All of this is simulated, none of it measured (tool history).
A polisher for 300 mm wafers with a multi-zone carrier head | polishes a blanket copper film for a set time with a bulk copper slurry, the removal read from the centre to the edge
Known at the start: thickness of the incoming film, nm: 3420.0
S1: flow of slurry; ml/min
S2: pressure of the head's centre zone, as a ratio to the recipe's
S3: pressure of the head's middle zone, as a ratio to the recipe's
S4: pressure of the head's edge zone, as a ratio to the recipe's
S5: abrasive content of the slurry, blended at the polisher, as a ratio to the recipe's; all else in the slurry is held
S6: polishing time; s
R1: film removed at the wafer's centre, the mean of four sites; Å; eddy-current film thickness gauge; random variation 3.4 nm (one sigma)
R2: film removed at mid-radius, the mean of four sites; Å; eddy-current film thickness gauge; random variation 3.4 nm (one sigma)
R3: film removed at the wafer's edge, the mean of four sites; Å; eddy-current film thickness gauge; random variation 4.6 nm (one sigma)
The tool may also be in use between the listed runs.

run 1 hour=0 | S1=260 S2=1 S3=1 S4=1 S5=1 S6=37 | R1=3972.1 R2=4103.4 R3=3860.5
run 2 hour=5.8 | S1=255 S2=0.97 S3=0.97 S4=1 S5=0.95 S6=37 | R1=3751.7 R2=3923.2 R3=3861.2
run 3 hour=13.3 | S1=220 S2=0.97 S3=0.97 S4=1 S5=0.95 S6=37 | R1=3721 R2=3850.4 R3=3816.8
run 4 hour=18 | S1=220 S2=1.05 S3=0.97 S4=1 S5=0.95 S6=37 | R1=4052.3 R2=3885.9 R3=3716.7
run 5 hour=19.7 | S1=220 S2=1.05 S3=0.97 S4=1 S5=1.1 S6=37 | R1=4185.4 R2=4024.3 R3=4027.1
run 6 hour=27.9 | S1=220 S2=1.14 S3=0.97 S4=1 S5=1.1 S6=37 | R1=4618.6 R2=4002.2 R3=4004.9
run 7 hour=33.5 | S1=215 S2=1.09 S3=0.95 S4=1.01 S5=1.05 S6=37 | R1=4290.2 R2=3921 R3=3922.9
run 8 hour=39.3 | S1=185 S2=0.99 S3=0.85 S4=1.11 S5=0.8 S6=34 | R1=3365 R2=3014.3 R3=3433

Forecast run 9:
run 9 hour=45.5 | S1=185 S2=0.97 S3=0.86 S4=1.11 S5=0.8 S6=34 | R1=? R2=? R3=?

R1: 3226.5 Å
R2: 3087 Å
R3: 3377.3 Å
